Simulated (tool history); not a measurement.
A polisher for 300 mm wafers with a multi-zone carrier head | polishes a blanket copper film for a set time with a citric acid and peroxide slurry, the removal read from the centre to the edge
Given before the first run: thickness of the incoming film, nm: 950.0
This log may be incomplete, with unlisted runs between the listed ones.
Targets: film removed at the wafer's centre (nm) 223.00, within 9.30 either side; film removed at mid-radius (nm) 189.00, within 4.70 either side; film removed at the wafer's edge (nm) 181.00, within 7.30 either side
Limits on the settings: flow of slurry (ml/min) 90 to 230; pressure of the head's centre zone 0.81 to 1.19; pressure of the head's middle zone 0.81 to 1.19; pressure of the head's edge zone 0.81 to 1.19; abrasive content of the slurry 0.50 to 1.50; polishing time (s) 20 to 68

| run | hour | flow of slurry (ml/min) | pressure of the head's centre zone | pressure of the head's middle zone | pressure of the head's edge zone | abrasive content of the slurry | polishing time (s) | film removed at the wafer's centre (nm) | film removed at mid-radius (nm) | film removed at the wafer's edge (nm) |
|---|---|---|---|---|---|---|---|---|---|---|
| 1 | 0.0 | 150 | 1.00 | 1.00 | 1.00 | 1.00 | 44 | 127.00 | 130.60 | 128.37 |
| 2 | 1.5 | 165 | 1.05 | 1.01 | 1.01 | 1.15 | 46 | 144.59 | 141.34 | 139.66 |
| 3 | 4.9 | 175 | 1.09 | 1.02 | 1.00 | 1.25 | 48 | 162.87 | 152.56 | 148.56 |
| 4 | 9.0 | 175 | 1.09 | 1.02 | 1.00 | 1.40 | 48 | 169.29 | 156.59 | 149.35 |
| 5 | 16.6 | 185 | 1.12 | 1.03 | 1.02 | 1.45 | 49 | 180.73 | 160.61 | 155.04 |
| 6 | 19.9 | 185 | 1.12 | 1.03 | 1.10 | 1.45 | 49 | 176.58 | 161.53 | 161.94 |
| 7 | 28.6 | 190 | 1.14 | 1.04 | 1.09 | 1.45 | 50 | 186.67 | 169.21 | 170.34 |
| 8 | 30.5 | 195 | 1.15 | 1.04 | 1.07 | 1.45 | 51 | 188.97 | 171.64 | 170.67 |
| 9 | 32.7 | 190 | 1.16 | 1.04 | 1.04 | 1.45 | 52 | 199.17 | 173.17 | 169.50 |

5 candidate next runs follow, results not yet known. Just one meets every target within its allowed miss. Identify it.
| A | 34.9 | 220 | 1.09 | 1.11 | 1.02 | 1.50 | 55 | ? | ? | ? |
| B | 34.9 | 185 | 1.19 | 1.03 | 0.99 | 1.40 | 58 | ? | ? | ? |
| C | 34.9 | 200 | 1.19 | 1.11 | 1.01 | 1.30 | 51 | ? | ? | ? |
| D | 34.9 | 190 | 1.17 | 1.09 | 0.95 | 1.45 | 58 | ? | ? | ? |
| E | 34.9 | 170 | 1.19 | 1.09 | 0.99 | 1.50 | 58 | ? | ? | ? |

| move | film removed at the wafer's centre (nm) | film removed at mid-radius (nm) | film removed at the wafer's edge (nm) |
|---|---|---|---|
| A | 199.30 | 197.49 | 179.60 |
| B | 220.58 | 189.85 | 181.33 |
| C | 194.36 | 176.48 | 160.36 |
| D | 219.20 | 199.97 | 179.25 |
| E | 219.66 | 197.40 | 181.37 |
A: pushes the last run's worst result past its target
B: all results land within tolerance of their targets
C: closes in on the targets versus the last run, not all within tolerance yet
D: pushes the last run's worst result past its target
E: pushes the last run's worst result past its target
Correct choice: B, which meets every target

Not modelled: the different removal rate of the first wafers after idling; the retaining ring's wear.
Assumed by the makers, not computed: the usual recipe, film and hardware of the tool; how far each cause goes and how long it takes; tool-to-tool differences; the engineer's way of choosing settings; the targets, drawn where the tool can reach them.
